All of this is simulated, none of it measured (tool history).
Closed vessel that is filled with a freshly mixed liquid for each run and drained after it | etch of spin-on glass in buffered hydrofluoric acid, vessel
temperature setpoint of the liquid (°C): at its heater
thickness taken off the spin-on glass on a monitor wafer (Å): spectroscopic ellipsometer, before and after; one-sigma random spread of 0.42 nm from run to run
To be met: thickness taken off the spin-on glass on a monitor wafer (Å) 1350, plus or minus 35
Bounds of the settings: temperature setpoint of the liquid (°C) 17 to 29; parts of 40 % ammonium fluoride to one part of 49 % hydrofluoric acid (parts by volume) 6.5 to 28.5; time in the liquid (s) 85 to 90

| run | hour | temperature setpoint of the liquid (°C) | parts of 40 % ammonium fluoride to one part of 49 % hydrofluoric acid (parts by volume) | time in the liquid (s) | thickness taken off the spin-on glass on a monitor wafer (Å) |
|---|---|---|---|---|---|
| 1 | 0 | 21 | 17.5 | 85 | 2276.1 |
| 2 | 5.1 | 21 | 13.5 | 85 | 2946.5 |
| 3 | 13.4 | 21 | 13.5 | 90 | 3098.8 |
| 4 | 21.8 | 23.5 | 13.5 | 90 | 3590.6 |
| 5 | 25.3 | 23.5 | 10.5 | 90 | 4565.6 |
| 6 | 28.2 | 23.5 | 10.5 | 90 | 4579.4 |
| 7 | 31.5 | 19.5 | 16 | 90 | 2432.9 |
| 8 | 38.7 | 18.5 | 18.5 | 90 | 1992.6 |
| 9 | 44.8 | 18 | 20 | 90 | 1789.4 |
| 10 | 45.7 | 17.5 | 21.5 | 90 | 1658.2 |
| 11 | 53.8 | 17.5 | 22.5 | 90 | 1602 |
| 12 | 59.7 | 17 | 26 | 90 | 1413.9 |
|  | 63.3 | thermometer replaced |
| 13 | 63.3 | 17 | 27.5 | 90 | 1219.8 |
| 14 | 66.9 | 17.5 | 27.5 | 90 | 1264.2 |
| 15 | 72.6 | 18 | 27.5 | 90 | 1296.5 |

5 candidate next runs follow, results not yet known. Just one meets every target within its allowed miss. Identify it.
| A | 78.3 | 18 | 28.5 | 90 | ? |
| B | 78.3 | 17.5 | 20.5 | 85 | ? |
| C | 78.3 | 17 | 21.5 | 90 | ? |
| D | 78.3 | 17 | 26.5 | 90 | ? |
| E | 78.3 | 19 | 28 | 90 | ? |

| move | thickness taken off the spin-on glass on a monitor wafer (Å) |
|---|---|
| A | 1265.4 |
| B | 1458.9 |
| C | 1452.6 |
| D | 1256.9 |
| E | 1356 |
A: further off than the last run
B: takes the result that was furthest off past its target
C: takes the result that was furthest off past its target
D: further off than the last run
E: each result inside its tolerance
Correct choice: E, which meets every target
